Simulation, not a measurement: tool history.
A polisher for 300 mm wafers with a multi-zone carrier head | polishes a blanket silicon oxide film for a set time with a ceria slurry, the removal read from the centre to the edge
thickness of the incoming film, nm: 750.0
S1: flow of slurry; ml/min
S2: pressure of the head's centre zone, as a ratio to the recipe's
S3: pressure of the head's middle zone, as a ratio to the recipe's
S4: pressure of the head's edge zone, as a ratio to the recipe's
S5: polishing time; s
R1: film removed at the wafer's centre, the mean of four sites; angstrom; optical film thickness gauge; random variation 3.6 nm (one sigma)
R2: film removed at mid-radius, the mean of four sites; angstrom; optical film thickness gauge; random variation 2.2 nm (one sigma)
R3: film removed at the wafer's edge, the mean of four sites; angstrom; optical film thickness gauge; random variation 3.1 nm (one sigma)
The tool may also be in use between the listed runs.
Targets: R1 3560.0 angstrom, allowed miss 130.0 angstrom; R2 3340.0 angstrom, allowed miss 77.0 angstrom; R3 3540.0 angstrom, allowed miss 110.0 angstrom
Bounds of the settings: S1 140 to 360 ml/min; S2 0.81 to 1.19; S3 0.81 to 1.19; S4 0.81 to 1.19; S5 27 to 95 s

run,hour,S1,S2,S3,S4,S5,R1,R2,R3
1,0.0,230,1.00,1.00,1.00,61,2438.9,2498.3,2473.8
2,3.9,230,1.00,1.00,1.00,48,1909.8,1935.7,1956.7
3,10.6,230,1.00,0.94,1.00,48,1901.6,1840.6,1941.8
4,13.3,235,1.01,0.95,1.02,51,2087.8,1984.9,2088.9
5,17.3,235,1.01,0.95,1.10,51,2054.2,2012.8,2110.0
6,22.3,235,0.92,0.95,1.10,51,1852.8,2017.7,2125.0
7,27.5,235,0.93,0.95,1.11,54,2041.1,2094.3,2302.6
8,31.1,285,1.03,1.05,1.19,71,2958.8,3044.9,3134.6
9,39.3,285,1.04,1.05,1.19,72,3059.0,3090.8,3186.9

Which of these 4 next moves meets every target?
A,47.5,310,0.86,1.00,1.19,66,?,?,?
B,47.5,240,1.08,1.00,1.19,81,?,?,?
C,47.5,270,0.89,0.96,1.19,83,?,?,?
D,47.5,245,1.16,1.08,1.02,82,?,?,?

move,R1,R2,R3
A,2363.0,2803.6,2909.3
B,3460.2,3337.7,3491.3
C,3015.3,3360.5,3619.3
D,3756.6,3607.7,3334.7
A: further off than the last run
B: meets every target
C: further off than the last run
D: takes the result that was furthest off past its target
The right move is B.

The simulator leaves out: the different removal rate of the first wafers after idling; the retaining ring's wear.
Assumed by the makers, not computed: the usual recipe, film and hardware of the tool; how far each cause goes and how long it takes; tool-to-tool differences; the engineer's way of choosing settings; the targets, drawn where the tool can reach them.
